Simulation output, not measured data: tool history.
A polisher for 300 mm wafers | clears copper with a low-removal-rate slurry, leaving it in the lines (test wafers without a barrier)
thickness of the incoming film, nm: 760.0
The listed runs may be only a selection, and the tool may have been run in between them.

| run | hour | flow of slurry (ml/min) | pressure of the wafer on the pad (kPa) | speed of the pad under the wafer (m/s) | abrasive content of the slurry | overpolish time after the end point (s) | time until the end point was called (s) | dishing of a wide line in a test structure (nm) |
|---|---|---|---|---|---|---|---|---|
| 1 | 0.0 | 280 | 24.1 | 1.38 | 1.0 | 27 | 151.10 | 65.656 |
| 2 | 3.5 | 280 | 29.0 | 1.38 | 1.0 | 27 | 127.24 | 69.443 |
| 3 | 11.9 | 280 | 29.0 | 1.38 | 1.0 | 16 | 125.71 | 57.846 |
| 4 | 18.7 | 280 | 33.8 | 1.38 | 1.0 | 16 | 110.68 | 66.774 |
| 5 | 24.4 | 250 | 33.8 | 1.38 | 1.0 | 16 | 107.40 | 61.893 |
| 6 | 31.5 | 250 | 37.2 | 1.38 | 1.0 | 16 | 101.14 | 65.320 |
| 7 | 34.9 | 235 | 33.1 | 1.30 | 1.0 | 15 | 117.83 | 57.140 |
| 8 | 35.8 | 230 | 29.6 | 1.24 | 1.0 | 14 | 138.31 | 50.637 |
| 9 | 44.3 | 225 | 26.9 | 1.20 | 1.0 | 13 | 158.55 | 42.090 |
| 10 | 50.6 | 225 | 24.1 | 1.18 | 1.0 | 14 | 176.90 | 43.050 |
| 11 | 52.6 | 220 | 22.1 | 1.16 | 1.0 | 13 | 199.04 | 36.348 |
| 12 | 60.0 | 220 | 20.7 | 1.16 | 1.0 | 13 | 212.57 | 36.246 |
| 13 | 66.9 | 220 | 13.8 | 1.10 | 1.0 | 8 | 321.91 | 16.074 |
| 14 | 73.8 | 215 | 14.5 | 1.08 | 1.0 | 10 | 309.94 | 19.960 |
| 15 | 81.1 | 210 | 14.5 | 1.08 | 1.0 | 11 | 314.95 | 22.557 |
| 16 | 84.4 | 210 | 14.5 | 1.08 | 1.0 | 11 | 315.02 | 20.246 |
| 17 | 88.3 | 210 | 15.2 | 1.08 | 1.0 | 12 | 299.42 | 23.885 |

Run 18, settings as shown, results not yet in. Your forecast:
| 18 | 91.6 | 210 | 16.5 | 1.06 | 1.0 | 18 | ? | ? |

For run 18 the tool returned time until the end point was called (s) 285.26, dishing of a wide line in a test structure (nm) 35.807.
